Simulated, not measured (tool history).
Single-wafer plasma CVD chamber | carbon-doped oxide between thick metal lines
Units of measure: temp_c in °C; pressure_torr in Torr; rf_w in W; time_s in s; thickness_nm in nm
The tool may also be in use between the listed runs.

Run 1, hour 0.0: temp_c 375 °C, pressure_torr 3.58 Torr, rf_w 560 W, time_s 93 s. Result: thickness_nm 441.50 nm.
Run 2, hour 8.3: temp_c 373 °C, pressure_torr 3.80 Torr, rf_w 585 W, time_s 93 s. Result: thickness_nm 458.88 nm.
Run 3, hour 10.0: temp_c 373 °C, pressure_torr 3.80 Torr, rf_w 585 W, time_s 93 s. Result: thickness_nm 457.28 nm.
Run 4, hour 17.5: temp_c 373 °C, pressure_torr 3.80 Torr, rf_w 655 W, time_s 93 s. Result: thickness_nm 478.94 nm.
Run 5, hour 20.4: temp_c 379 °C, pressure_torr 3.80 Torr, rf_w 655 W, time_s 93 s. Result: thickness_nm 474.61 nm.
Run 6, hour 24.6: temp_c 379 °C, pressure_torr 3.80 Torr, rf_w 655 W, time_s 88 s. Result: thickness_nm 450.33 nm.
Run 7, hour 27.9: temp_c 376 °C, pressure_torr 4.03 Torr, rf_w 670 W, time_s 88 s. Result: thickness_nm 460.54 nm.

Estimate the outcome of run 8 from the log above:
Run 8, hour 34.1: temp_c 374 °C, pressure_torr 4.09 Torr, rf_w 685 W, time_s 89 s. Result: thickness_nm ?.

thickness_nm: 470.90 nm
